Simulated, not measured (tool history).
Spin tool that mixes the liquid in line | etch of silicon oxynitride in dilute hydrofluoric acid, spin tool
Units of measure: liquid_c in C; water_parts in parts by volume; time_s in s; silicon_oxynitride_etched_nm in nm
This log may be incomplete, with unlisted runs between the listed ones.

{"run": 1, "day": 0.0, "liquid_c": 21.0, "water_parts": 90, "time_s": 55, "silicon_oxynitride_etched_nm": 1.1134}
{"run": 2, "day": 0.075, "liquid_c": 23.0, "water_parts": 90, "time_s": 55, "silicon_oxynitride_etched_nm": 1.2351}
{"run": 3, "day": 0.404, "liquid_c": 23.0, "water_parts": 90, "time_s": 30, "silicon_oxynitride_etched_nm": 0.67376}
{"run": 4, "day": 0.488, "liquid_c": 21.5, "water_parts": 70, "time_s": 30, "silicon_oxynitride_etched_nm": 0.82956}
{"run": 5, "day": 0.567, "liquid_c": 21.5, "water_parts": 70, "time_s": 30, "silicon_oxynitride_etched_nm": 0.82125}
{"run": 6, "day": 0.825, "liquid_c": 23.5, "water_parts": 55, "time_s": 35, "silicon_oxynitride_etched_nm": 1.3604}

Run 7 is up next; what results do you expect?
{"run": 7, "day": 0.904, "liquid_c": 24.0, "water_parts": 55, "time_s": 35, "silicon_oxynitride_etched_nm": "?"}

{"run 7": {"silicon_oxynitride_etched_nm": 1.3783}}

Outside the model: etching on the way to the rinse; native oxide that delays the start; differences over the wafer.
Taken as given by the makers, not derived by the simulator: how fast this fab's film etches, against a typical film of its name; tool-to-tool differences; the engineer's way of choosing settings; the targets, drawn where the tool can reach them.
